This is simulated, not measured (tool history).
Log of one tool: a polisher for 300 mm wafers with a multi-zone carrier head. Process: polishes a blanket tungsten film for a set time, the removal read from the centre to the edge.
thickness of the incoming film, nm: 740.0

| run | day | flow of slurry (ml/min) | pressure of the head's centre zone | pressure of the head's middle zone | pressure of the head's edge zone | abrasive content of the slurry | polishing time (s) | film removed at the wafer's centre (nm) | film removed at mid-radius (nm) | film removed at the wafer's edge (nm) |
|---|---|---|---|---|---|---|---|---|---|---|
| 1 | 0 | 195 | 1 | 1 | 1 | 1 | 47 | 161.87 | 160.54 | 159.67 |
| 2 | 0.267 | 195 | 1 | 1 | 1 | 1.15 | 47 | 165.76 | 165.25 | 161.17 |
| 3 | 0.525 | 240 | 1 | 1 | 1 | 1.15 | 47 | 171.63 | 168.37 | 168.75 |
| 4 | 0.721 | 225 | 0.97 | 0.96 | 0.96 | 1 | 44 | 150.11 | 150.63 | 149.88 |
| 5 | 0.992 | 210 | 0.96 | 0.93 | 0.95 | 0.9 | 41 | 134.48 | 129.73 | 134.12 |
| 6 | 1.246 | 210 | 0.96 | 0.93 | 0.95 | 1.1 | 41 | 138.78 | 137.41 | 137.66 |
| 7 | 1.404 | 195 | 0.94 | 0.9 | 0.93 | 1 | 40 | 129.88 | 125.56 | 132.46 |
| 8 | 1.762 | 190 | 0.93 | 0.89 | 0.91 | 0.9 | 39 | 123.71 | 118.32 | 122.96 |
| 9 | 1.988 | 180 | 0.9 | 0.88 | 0.9 | 0.85 | 39 | 118.09 | 116.15 | 119.65 |

The next listed run, before its measurement:
| 10 | 2.267 | 170 | 0.88 | 0.86 | 0.9 | 0.8 | 39 | ? | ? | ? |

Run 10 gave film removed at the wafer's centre (nm) 112.18, film removed at mid-radius (nm) 109.73, film removed at the wafer's edge (nm) 121.43.
